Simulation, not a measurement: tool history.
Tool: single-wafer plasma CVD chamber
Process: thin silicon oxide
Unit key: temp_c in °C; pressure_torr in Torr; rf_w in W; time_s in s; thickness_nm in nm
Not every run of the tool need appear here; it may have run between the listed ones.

run,hour,temp_c,pressure_torr,rf_w,time_s,thickness_nm
1,0,405,0.927,260,4.85,8.8086
2,5.6,405,0.831,260,4.85,8.0883
3,13.4,405,0.736,260,4.85,7.1133
4,15.7,411,0.736,260,4.85,7.1372
5,18.4,411,0.756,260,4.85,7.3797
6,21.9,411,0.768,260,4.85,7.4656
7,23.8,411,0.778,260,4.85,7.5412
8,27.4,411,0.785,260,4.85,7.59

What does the tool deliver on the next run?
9,33.1,411,0.791,260,4.85,?

{"run 9": {"thickness_nm": 7.6765}}

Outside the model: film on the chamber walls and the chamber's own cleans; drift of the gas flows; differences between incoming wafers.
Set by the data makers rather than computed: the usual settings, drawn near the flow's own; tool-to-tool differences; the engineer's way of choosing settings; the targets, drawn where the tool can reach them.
